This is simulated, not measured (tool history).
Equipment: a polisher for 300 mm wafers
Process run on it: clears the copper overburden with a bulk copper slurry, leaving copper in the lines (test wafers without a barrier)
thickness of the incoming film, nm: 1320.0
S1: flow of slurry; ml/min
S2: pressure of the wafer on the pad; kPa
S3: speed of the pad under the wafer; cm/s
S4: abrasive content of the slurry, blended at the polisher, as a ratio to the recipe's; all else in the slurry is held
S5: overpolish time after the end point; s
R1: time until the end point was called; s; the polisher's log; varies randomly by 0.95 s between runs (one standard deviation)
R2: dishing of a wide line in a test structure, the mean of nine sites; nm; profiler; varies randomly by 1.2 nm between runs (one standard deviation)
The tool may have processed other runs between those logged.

run,hour,S1,S2,S3,S4,S5,R1,R2
1,0.0,235,21.4,108,1.0,13,116.410,71.154
2,7.6,235,22.8,108,1.0,13,110.600,73.462
3,13.6,280,22.8,108,1.0,13,109.630,75.996
4,20.7,280,23.4,108,1.0,13,104.760,76.338
5,21.3,280,24.1,108,1.0,13,104.010,77.430
6,26.0,280,24.1,108,1.0,19,103.010,91.102
7,30.5,280,24.8,108,1.0,19,101.800,91.825
8,32.6,280,24.8,108,1.0,19,102.600,93.380
9,37.0,280,25.5,108,1.0,18,101.600,89.325

Run 10 has not been measured yet. What should we expect?
10,42.7,280,26.9,108,1.0,18,?,?

R1: 95.061 s
R2: 93.020 nm
